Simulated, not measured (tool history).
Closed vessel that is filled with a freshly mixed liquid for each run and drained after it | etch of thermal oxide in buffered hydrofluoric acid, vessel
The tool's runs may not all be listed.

run    day  temperature setpoint of the liquid (°C)  parts of 40 % ammonium fluoride to one part of 49 % hydrofluoric acid (parts by volume)  time in the liquid (s)  thickness taken off the thermal oxide on a monitor wafer (angstrom)
  1  0.000                                     23.0                                                                                     21.5                     125                                                               666.55
  2  0.067                                     23.0                                                                                     21.5                     130                                                               694.68
  3  0.342                                     23.0                                                                                     16.5                     130                                                               883.53
  4  0.467                                     21.5                                                                                     17.5                     130                                                               768.69
  5  0.492                                     21.5                                                                                     20.5                     130                                                               657.71
  6  0.629                                     21.0                                                                                     20.5                     130                                                               644.60
  7  0.896                                     20.5                                                                                     20.5                     130                                                               623.93
  8  1.017                                     20.0                                                                                     20.5                     130                                                               605.96
  9  1.250                                     19.5                                                                                     20.5                     130                                                               591.55
 10  1.450                                     19.0                                                                                     20.5                     130                                                               576.95

Run 11 comes next. What will it give?
 11  1.658                                     18.5                                                                                     20.5                     130                                                                    ?

thickness taken off the thermal oxide on a monitor wafer (angstrom): 555.36
